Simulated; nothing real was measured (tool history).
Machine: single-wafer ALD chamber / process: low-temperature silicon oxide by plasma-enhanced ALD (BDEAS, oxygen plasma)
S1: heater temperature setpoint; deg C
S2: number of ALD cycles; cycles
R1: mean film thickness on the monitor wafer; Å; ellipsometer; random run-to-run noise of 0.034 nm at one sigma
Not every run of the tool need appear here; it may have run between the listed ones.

{"run": 1, "day": 0.0, "S1": 90, "S2": 43, "R1": 67.143}
{"run": 2, "day": 0.317, "S1": 90, "S2": 46, "R1": 71.87}
{"run": 3, "day": 0.379, "S1": 96, "S2": 46, "R1": 70.461}
{"run": 4, "day": 0.567, "S1": 93, "S2": 46, "R1": 71.043}
{"run": 5, "day": 0.642, "S1": 93, "S2": 41, "R1": 63.153}
{"run": 6, "day": 0.846, "S1": 90, "S2": 42, "R1": 65.197}
{"run": 7, "day": 0.888, "S1": 88, "S2": 43, "R1": 66.77}
{"run": 8, "day": 1.246, "S1": 88, "S2": 43, "R1": 67.183}

The next listed run, before its measurement:
{"run": 9, "day": 1.45, "S1": 86, "S2": 44, "R1": "?"}

{"run 9": {"R1": 69.622}}

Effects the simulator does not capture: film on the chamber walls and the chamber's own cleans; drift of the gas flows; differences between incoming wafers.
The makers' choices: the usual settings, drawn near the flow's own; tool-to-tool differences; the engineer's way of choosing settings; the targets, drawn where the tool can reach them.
